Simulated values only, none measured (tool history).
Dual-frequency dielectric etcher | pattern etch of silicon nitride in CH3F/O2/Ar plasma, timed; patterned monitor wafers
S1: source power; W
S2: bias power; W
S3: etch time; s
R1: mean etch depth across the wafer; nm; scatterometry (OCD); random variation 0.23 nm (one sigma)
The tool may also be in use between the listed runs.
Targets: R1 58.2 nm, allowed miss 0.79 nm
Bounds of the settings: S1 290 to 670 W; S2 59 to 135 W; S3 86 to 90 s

{"run": 1, "hour": 0.0, "S1": 480, "S2": 97, "S3": 86, "R1": 74.38}
{"run": 2, "hour": 3.3, "S1": 480, "S2": 97, "S3": 86, "R1": 74.099}
{"run": 3, "hour": 10.9, "S1": 510, "S2": 97, "S3": 86, "R1": 75.513}
{"run": 4, "hour": 18.5, "S1": 480, "S2": 93, "S3": 86, "R1": 72.865}
{"run": 5, "hour": 20.9, "S1": 460, "S2": 90, "S3": 86, "R1": 71.767}
{"run": 6, "hour": 24.9, "S1": 460, "S2": 73, "S3": 86, "R1": 67.646}
{"run": 7, "hour": 28.6, "S1": 440, "S2": 71, "S3": 86, "R1": 65.977}
{"run": 8, "hour": 37.0, "S1": 420, "S2": 70, "S3": 86, "R1": 65.267}
{"run": 9, "hour": 39.6, "S1": 400, "S2": 69, "S3": 86, "R1": 63.688}
{"run": 10, "hour": 45.1, "S1": 390, "S2": 69, "S3": 86, "R1": 63.185}
{"hour": 53.1, "done": "source power generator calibrated"}
{"run": 11, "hour": 53.1, "S1": 290, "S2": 66, "S3": 86, "R1": 56.154}
{"run": 12, "hour": 54.1, "S1": 310, "S2": 66, "S3": 86, "R1": 57.431}

4 next moves are on the table. One of them brings every result within its allowed miss. Which?
{"run": "A", "hour": 55.1, "S1": 290, "S2": 69, "S3": 88.5, "R1": "?"}
{"run": "B", "hour": 55.1, "S1": 320, "S2": 59, "S3": 86.5, "R1": "?"}
{"run": "C", "hour": 55.1, "S1": 290, "S2": 59, "S3": 88.5, "R1": "?"}
{"run": "D", "hour": 55.1, "S1": 290, "S2": 68, "S3": 86, "R1": "?"}

move=A R1=58.377
move=B R1=56.655
move=C R1=56.202
move=D R1=56.521
A: meets every target
B: further off than the last run
C: further off than the last run
D: further off than the last run
The right move is A.
